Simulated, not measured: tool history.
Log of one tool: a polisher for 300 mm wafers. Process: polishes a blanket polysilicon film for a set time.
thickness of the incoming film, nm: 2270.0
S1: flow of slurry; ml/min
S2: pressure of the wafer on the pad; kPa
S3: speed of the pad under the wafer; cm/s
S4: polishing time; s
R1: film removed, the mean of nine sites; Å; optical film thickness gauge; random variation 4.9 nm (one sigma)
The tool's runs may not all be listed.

| run | hour | S1 | S2 | S3 | S4 | R1 |
|---|---|---|---|---|---|---|
| 1 | 0.0 | 150 | 16.5 | 84 | 97 | 6501.7 |
| 2 | 8.6 | 165 | 17.2 | 84 | 97 | 6798.9 |
| 3 | 11.1 | 165 | 17.9 | 84 | 97 | 6960.3 |
| 4 | 14.9 | 165 | 18.6 | 84 | 97 | 7221.2 |
|  | 23.1 | head pressure recalibrated |
| 5 | 23.1 | 165 | 19.3 | 84 | 97 | 7831.1 |
| 6 | 31.8 | 165 | 22.8 | 84 | 97 | 8919.5 |

The next listed run, before its measurement:
| 7 | 38.7 | 155 | 22.1 | 84 | 97 | ? |

R1: 8614.4 Å
